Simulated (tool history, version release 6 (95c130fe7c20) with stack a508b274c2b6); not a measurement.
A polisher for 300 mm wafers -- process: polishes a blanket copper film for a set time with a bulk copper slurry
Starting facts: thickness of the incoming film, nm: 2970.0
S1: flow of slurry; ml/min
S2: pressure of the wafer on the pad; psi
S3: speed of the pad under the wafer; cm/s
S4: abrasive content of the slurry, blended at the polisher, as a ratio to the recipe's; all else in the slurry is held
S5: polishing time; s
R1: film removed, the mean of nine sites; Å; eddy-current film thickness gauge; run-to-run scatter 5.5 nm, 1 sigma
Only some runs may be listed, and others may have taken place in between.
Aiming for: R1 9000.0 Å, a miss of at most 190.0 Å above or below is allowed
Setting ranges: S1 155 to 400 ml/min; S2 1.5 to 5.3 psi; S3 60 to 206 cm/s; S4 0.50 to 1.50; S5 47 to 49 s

{"run": 1, "hour": 0.0, "S1": 255, "S2": 3.4, "S3": 132, "S4": 1.0, "S5": 47, "R1": 7349.6}
{"run": 2, "hour": 7.2, "S1": 255, "S2": 3.4, "S3": 132, "S4": 1.0, "S5": 49, "R1": 7666.0}
{"run": 3, "hour": 8.0, "S1": 265, "S2": 3.5, "S3": 132, "S4": 1.0, "S5": 49, "R1": 7888.9}
{"run": 4, "hour": 12.5, "S1": 265, "S2": 3.0, "S3": 132, "S4": 1.0, "S5": 49, "R1": 6872.9}
{"run": 5, "hour": 17.8, "S1": 270, "S2": 3.3, "S3": 132, "S4": 1.0, "S5": 49, "R1": 7558.6}
{"run": 6, "hour": 26.8, "S1": 290, "S2": 3.4, "S3": 132, "S4": 1.0, "S5": 49, "R1": 7808.4}
{"run": 7, "hour": 27.5, "S1": 300, "S2": 3.5, "S3": 132, "S4": 1.0, "S5": 49, "R1": 8063.9}
{"run": 8, "hour": 32.2, "S1": 305, "S2": 3.6, "S3": 132, "S4": 1.0, "S5": 49, "R1": 8358.6}
{"run": 9, "hour": 37.7, "S1": 315, "S2": 3.7, "S3": 132, "S4": 1.0, "S5": 49, "R1": 8554.6}
{"hour": 40.4, "done": "slurry nozzle cleaned"}
{"run": 10, "hour": 40.4, "S1": 315, "S2": 3.9, "S3": 132, "S4": 1.0, "S5": 49, "R1": 9370.3}
{"run": 11, "hour": 45.9, "S1": 310, "S2": 3.9, "S3": 132, "S4": 1.0, "S5": 49, "R1": 9356.0}

Below are 5 possible settings for the next run. Only one of them brings all results inside the allowed miss of their targets. Which is it?
{"run": "A", "hour": 51.4, "S1": 300, "S2": 4.3, "S3": 150, "S4": 0.75, "S5": 48, "R1": "?"}
{"run": "B", "hour": 51.4, "S1": 305, "S2": 4.0, "S3": 110, "S4": 1.2, "S5": 49, "R1": "?"}
{"run": "C", "hour": 51.4, "S1": 315, "S2": 3.4, "S3": 146, "S4": 1.3, "S5": 49, "R1": "?"}
{"run": "D", "hour": 51.4, "S1": 300, "S2": 4.0, "S3": 140, "S4": 1.05, "S5": 49, "R1": "?"}
{"run": "E", "hour": 51.4, "S1": 285, "S2": 4.0, "S3": 138, "S4": 1.0, "S5": 48, "R1": "?"}

move=A R1=10128.0
move=B R1=8989.9
move=C R1=9542.4
move=D R1=10166.0
move=E R1=9678.4
A: further off than the last run
B: in spec on every target
C: further off than the last run
D: further off than the last run
E: further off than the last run
Answer: B

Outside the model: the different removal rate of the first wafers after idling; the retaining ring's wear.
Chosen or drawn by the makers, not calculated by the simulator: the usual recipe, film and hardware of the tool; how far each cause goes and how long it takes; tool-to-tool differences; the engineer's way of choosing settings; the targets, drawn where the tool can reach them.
